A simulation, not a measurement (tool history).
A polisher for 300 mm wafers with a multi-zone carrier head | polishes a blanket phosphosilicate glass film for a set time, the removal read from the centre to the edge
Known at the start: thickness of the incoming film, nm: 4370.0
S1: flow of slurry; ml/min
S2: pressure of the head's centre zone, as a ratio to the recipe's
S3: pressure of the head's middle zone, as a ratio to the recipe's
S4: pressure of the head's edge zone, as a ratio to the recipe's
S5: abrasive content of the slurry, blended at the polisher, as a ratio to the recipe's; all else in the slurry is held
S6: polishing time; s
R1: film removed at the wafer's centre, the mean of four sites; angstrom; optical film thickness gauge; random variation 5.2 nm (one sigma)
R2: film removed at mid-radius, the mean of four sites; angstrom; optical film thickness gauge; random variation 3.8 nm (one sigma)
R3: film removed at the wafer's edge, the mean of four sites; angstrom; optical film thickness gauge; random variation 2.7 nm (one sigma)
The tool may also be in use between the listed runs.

| run | hour | S1 | S2 | S3 | S4 | S5 | S6 | R1 | R2 | R3 |
|---|---|---|---|---|---|---|---|---|---|---|
| 1 | 0 | 185 | 1 | 1 | 1 | 1 | 77 | 5599.3 | 5573.6 | 5556.1 |
| 2 | 2.4 | 185 | 1 | 1 | 1 | 1.15 | 77 | 5744.5 | 5797.8 | 5842.8 |
| 3 | 8.4 | 180 | 0.99 | 0.99 | 0.99 | 1.1 | 77 | 5547.5 | 5751 | 5656.2 |
| 4 | 16.6 | 180 | 0.98 | 0.98 | 0.98 | 1.05 | 77 | 5635.8 | 5494.3 | 5622.5 |
| 5 | 21 | 175 | 0.97 | 0.99 | 0.98 | 1 | 76 | 5245.4 | 5484 | 5434.2 |
| 6 | 24.8 | 175 | 0.97 | 1.02 | 0.98 | 1 | 76 | 5396.8 | 5646.8 | 5425.3 |
| 7 | 25.3 | 170 | 0.96 | 1.01 | 0.97 | 0.95 | 75 | 5122.9 | 5344.2 | 5233.4 |
| 8 | 26.3 | 165 | 0.95 | 1.01 | 0.96 | 0.9 | 74 | 4869 | 5292.7 | 5063.9 |
| 9 | 31.4 | 165 | 0.95 | 1 | 0.95 | 0.85 | 74 | 4753.4 | 5128.7 | 4930.8 |

Run 10 comes next. What will it give?
| 10 | 37.4 | 165 | 0.95 | 0.99 | 0.94 | 0.8 | 74 | ? | ? | ? |

Run 10 gave R1 4676.9 angstrom, R2 5021.7 angstrom, R3 4885.4 angstrom.

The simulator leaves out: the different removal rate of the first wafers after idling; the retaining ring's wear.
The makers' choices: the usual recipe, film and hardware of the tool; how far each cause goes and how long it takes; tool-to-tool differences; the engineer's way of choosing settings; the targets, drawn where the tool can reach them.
